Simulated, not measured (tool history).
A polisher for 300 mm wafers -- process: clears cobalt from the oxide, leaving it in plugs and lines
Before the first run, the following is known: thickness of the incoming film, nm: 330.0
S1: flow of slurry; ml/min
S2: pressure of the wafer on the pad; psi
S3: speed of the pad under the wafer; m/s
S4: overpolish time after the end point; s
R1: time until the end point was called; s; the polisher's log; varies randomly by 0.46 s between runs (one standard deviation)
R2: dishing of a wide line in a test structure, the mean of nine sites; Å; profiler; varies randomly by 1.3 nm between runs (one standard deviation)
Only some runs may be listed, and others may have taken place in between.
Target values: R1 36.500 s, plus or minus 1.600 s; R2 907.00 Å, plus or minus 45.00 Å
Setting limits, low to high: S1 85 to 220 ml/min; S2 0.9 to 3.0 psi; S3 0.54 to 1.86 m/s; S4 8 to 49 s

run 1 day=0.000 | S1=140 S2=1.9 S3=1.18 S4=25 | R1=64.654 R2=723.72
run 2 day=0.175 | S1=140 S2=2.0 S3=1.18 S4=25 | R1=61.997 R2=720.40
run 3 day=0.300 | S1=140 S2=2.3 S3=1.18 S4=25 | R1=53.807 R2=773.46
run 4 day=0.400 | S1=140 S2=2.4 S3=1.18 S4=25 | R1=51.335 R2=799.32
run 5 day=0.583 | S1=155 S2=2.4 S3=1.18 S4=25 | R1=50.730 R2=787.84
run 6 day=0.938 | S1=155 S2=2.5 S3=1.18 S4=25 | R1=48.717 R2=825.81
-- day=1.108 head pressure recalibrated
run 7 day=1.108 | S1=155 S2=2.6 S3=1.18 S4=25 | R1=43.221 R2=853.62
run 8 day=1.288 | S1=170 S2=2.8 S3=1.18 S4=25 | R1=39.165 R2=859.43

5 candidate next runs follow, results not yet known. Just one meets every target within its allowed miss. Identify it.
run A day=1.467 | S1=180 S2=2.8 S3=1.16 S4=27 | R1=? R2=?
run B day=1.467 | S1=170 S2=2.9 S3=1.22 S4=26 | R1=? R2=?
run C day=1.467 | S1=170 S2=2.6 S3=1.18 S4=34 | R1=? R2=?
run D day=1.467 | S1=120 S2=2.4 S3=1.46 S4=28 | R1=? R2=?
run E day=1.467 | S1=180 S2=2.8 S3=1.32 S4=16 | R1=? R2=?

move=A R1=39.703 R2=893.18
move=B R1=36.864 R2=901.23
move=C R1=42.372 R2=929.22
move=D R1=39.939 R2=899.91
move=E R1=35.020 R2=776.43
A: the biggest miss grows against the last run
B: in spec on every target
C: the biggest miss grows against the last run
D: the biggest miss grows against the last run
E: brings the last run's worst result on target, with another outside its allowed miss
The move that meets every target is B.

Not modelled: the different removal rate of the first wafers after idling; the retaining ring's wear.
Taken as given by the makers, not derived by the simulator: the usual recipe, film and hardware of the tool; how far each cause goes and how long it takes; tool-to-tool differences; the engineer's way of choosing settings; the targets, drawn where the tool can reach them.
